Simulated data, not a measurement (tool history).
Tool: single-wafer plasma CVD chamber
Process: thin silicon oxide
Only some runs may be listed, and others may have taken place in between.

run	hour	heater temperature setpoint (°C)	chamber pressure (Torr)	RF power (W)	deposition time (s)	mean film thickness on the monitor wafer (nm)
1	0	420	0.737	340	12.06	22.702
2	8.9	412	0.737	340	12.06	22.685
3	9.7	412	0.654	340	12.06	20.209
4	11.5	412	0.596	340	12.06	18.34
5	19.2	412	0.664	340	12.06	20.496
6	27.9	406	0.664	340	12.06	20.707
7	36.2	405	0.71	340	12.06	21.944
8	42.9	405	0.857	345	12.06	26.296
9	47.5	405	0.862	345	12.06	26.437
10	49.2	405	0.862	345	12.06	26.585

Predict the results of run 11:
11	56.2	405	0.865	345	12.06	?

Run 11 measured mean film thickness on the monitor wafer (nm) 26.5.
